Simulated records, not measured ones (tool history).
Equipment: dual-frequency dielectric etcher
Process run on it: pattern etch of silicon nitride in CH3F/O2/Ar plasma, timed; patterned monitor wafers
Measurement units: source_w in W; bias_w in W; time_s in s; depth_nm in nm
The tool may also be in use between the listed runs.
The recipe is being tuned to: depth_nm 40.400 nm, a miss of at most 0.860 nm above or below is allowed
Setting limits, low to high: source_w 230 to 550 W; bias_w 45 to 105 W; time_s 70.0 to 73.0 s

run	hour	source_w	bias_w	time_s	depth_nm
1	0.0	390	75	70.0	47.095
2	6.6	440	75	70.0	49.250
3	13.6	440	81	70.0	50.062
4	22.5	480	81	70.0	51.205
5	23.8	480	81	73.0	54.302
6	30.8	440	74	72.5	51.140
7	39.1	410	69	72.0	48.686
8	46.5	380	65	71.5	45.402
9	48.6	360	64	71.5	44.906
10	56.7	340	63	71.5	44.417
11	61.5	260	53	71.0	38.546

5 candidate next runs follow, results not yet known. Just one meets every target within its allowed miss. Identify it.
A	66.3	240	50	72.0	?
B	66.3	280	47	70.5	?
C	66.3	290	54	71.0	?
D	66.3	250	51	71.5	?
E	66.3	230	50	71.5	?

move	depth_nm
A	38.008
B	38.132
C	40.301
D	38.364
E	37.330
A: its largest miss is bigger than the last run's
B: its largest miss is bigger than the last run's
C: each result inside its tolerance
D: its largest miss is bigger than the last run's
E: its largest miss is bigger than the last run's
The right move is C.
